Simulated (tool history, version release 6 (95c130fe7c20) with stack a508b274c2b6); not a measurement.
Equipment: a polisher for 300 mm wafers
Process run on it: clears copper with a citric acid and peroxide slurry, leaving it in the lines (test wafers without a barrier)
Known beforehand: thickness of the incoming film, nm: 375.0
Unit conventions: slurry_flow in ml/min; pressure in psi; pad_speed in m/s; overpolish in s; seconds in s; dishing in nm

run 1 hour=0.0 | slurry_flow=190 pressure=4.1 pad_speed=1.38 slurry_solids=1.0 overpolish=14 | seconds=81.754 dishing=47.428
run 2 hour=4.8 | slurry_flow=190 pressure=3.8 pad_speed=1.38 slurry_solids=1.0 overpolish=14 | seconds=85.770 dishing=43.101
run 3 hour=8.9 | slurry_flow=190 pressure=4.0 pad_speed=1.40 slurry_solids=1.0 overpolish=13 | seconds=80.712 dishing=42.868
run 4 hour=9.7 | slurry_flow=190 pressure=4.1 pad_speed=1.42 slurry_solids=1.0 overpolish=12 | seconds=79.575 dishing=40.825
run 5 hour=10.7 | slurry_flow=190 pressure=4.3 pad_speed=1.44 slurry_solids=1.0 overpolish=11 | seconds=75.678 dishing=40.214
run 6 hour=12.3 | slurry_flow=190 pressure=4.3 pad_speed=1.44 slurry_solids=0.8 overpolish=11 | seconds=80.620 dishing=37.779
run 7 hour=16.7 | slurry_flow=190 pressure=4.3 pad_speed=1.44 slurry_solids=0.8 overpolish=11 | seconds=80.367 dishing=38.235
run 8 hour=22.4 | slurry_flow=190 pressure=4.5 pad_speed=1.44 slurry_solids=0.8 overpolish=10 | seconds=76.768 dishing=36.064
run 9 hour=28.0 | slurry_flow=195 pressure=5.6 pad_speed=1.46 slurry_solids=0.8 overpolish=7 | seconds=65.733 dishing=30.817
run 10 hour=34.4 | slurry_flow=195 pressure=5.7 pad_speed=1.48 slurry_solids=0.8 overpolish=7 | seconds=66.060 dishing=30.609
run 11 hour=38.5 | slurry_flow=195 pressure=5.7 pad_speed=1.50 slurry_solids=0.8 overpolish=7 | seconds=63.960 dishing=30.532
run 12 hour=45.5 | slurry_flow=195 pressure=5.7 pad_speed=1.52 slurry_solids=0.8 overpolish=7 | seconds=62.019 dishing=32.169

Estimate the outcome of run 13 from the log above:
-- hour=51.6 head pressure recalibrated
run 13 hour=51.6 | slurry_flow=195 pressure=5.9 pad_speed=1.56 slurry_solids=0.8 overpolish=8 | seconds=? dishing=?

seconds: 64.576 s
dishing: 35.395 nm

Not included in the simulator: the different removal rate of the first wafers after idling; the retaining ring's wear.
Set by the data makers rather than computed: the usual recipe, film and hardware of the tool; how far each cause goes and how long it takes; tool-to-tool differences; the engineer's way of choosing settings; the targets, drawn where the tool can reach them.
